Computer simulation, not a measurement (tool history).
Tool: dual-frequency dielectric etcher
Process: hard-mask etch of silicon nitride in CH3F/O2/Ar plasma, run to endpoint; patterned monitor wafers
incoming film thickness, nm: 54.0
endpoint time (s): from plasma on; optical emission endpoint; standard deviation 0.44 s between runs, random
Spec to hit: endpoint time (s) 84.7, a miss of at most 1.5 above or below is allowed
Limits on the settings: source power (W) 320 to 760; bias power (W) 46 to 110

{"run": 1, "hour": 0.0, "source power (W)": 540, "bias power (W)": 78, "endpoint time (s)": 64.243}
{"run": 2, "hour": 8.5, "source power (W)": 540, "bias power (W)": 91, "endpoint time (s)": 60.75}
{"run": 3, "hour": 9.4, "source power (W)": 510, "bias power (W)": 86, "endpoint time (s)": 63.727}
{"run": 4, "hour": 12.6, "source power (W)": 510, "bias power (W)": 95, "endpoint time (s)": 61.178}
{"run": 5, "hour": 17.8, "source power (W)": 420, "bias power (W)": 95, "endpoint time (s)": 64.956}
{"run": 6, "hour": 21.4, "source power (W)": 420, "bias power (W)": 81, "endpoint time (s)": 70.199}
{"run": 7, "hour": 28.4, "source power (W)": 410, "bias power (W)": 78, "endpoint time (s)": 72.396}
{"run": 8, "hour": 34.6, "source power (W)": 400, "bias power (W)": 76, "endpoint time (s)": 73.49}
{"run": 9, "hour": 39.8, "source power (W)": 390, "bias power (W)": 74, "endpoint time (s)": 74.532}
{"run": 10, "hour": 47.5, "source power (W)": 380, "bias power (W)": 72, "endpoint time (s)": 76.543}
{"run": 11, "hour": 54.7, "source power (W)": 370, "bias power (W)": 71, "endpoint time (s)": 78.091}
{"run": 12, "hour": 59.5, "source power (W)": 360, "bias power (W)": 70, "endpoint time (s)": 78.971}
{"run": 13, "hour": 67.8, "source power (W)": 350, "bias power (W)": 69, "endpoint time (s)": 80.997}
{"run": 14, "hour": 72.0, "source power (W)": 330, "bias power (W)": 67, "endpoint time (s)": 82.918}

Which one of the following 5 next-run settings gets every result inside its allowed miss? There is exactly one.
{"run": "A", "hour": 76.2, "source power (W)": 400, "bias power (W)": 59, "endpoint time (s)": "?"}
{"run": "B", "hour": 76.2, "source power (W)": 350, "bias power (W)": 69, "endpoint time (s)": "?"}
{"run": "C", "hour": 76.2, "source power (W)": 350, "bias power (W)": 67, "endpoint time (s)": "?"}
{"run": "D", "hour": 76.2, "source power (W)": 320, "bias power (W)": 74, "endpoint time (s)": "?"}
{"run": "E", "hour": 76.2, "source power (W)": 340, "bias power (W)": 62, "endpoint time (s)": "?"}

move=A endpoint_time_(s)=80.922
move=B endpoint_time_(s)=79.909
move=C endpoint_time_(s)=80.874
move=D endpoint_time_(s)=80.292
move=E endpoint_time_(s)=84.388
A: lands further from the targets than the last run did
B: lands further from the targets than the last run did
C: lands further from the targets than the last run did
D: lands further from the targets than the last run did
E: meets every target
So the answer is move E, the one that meets all the targets.
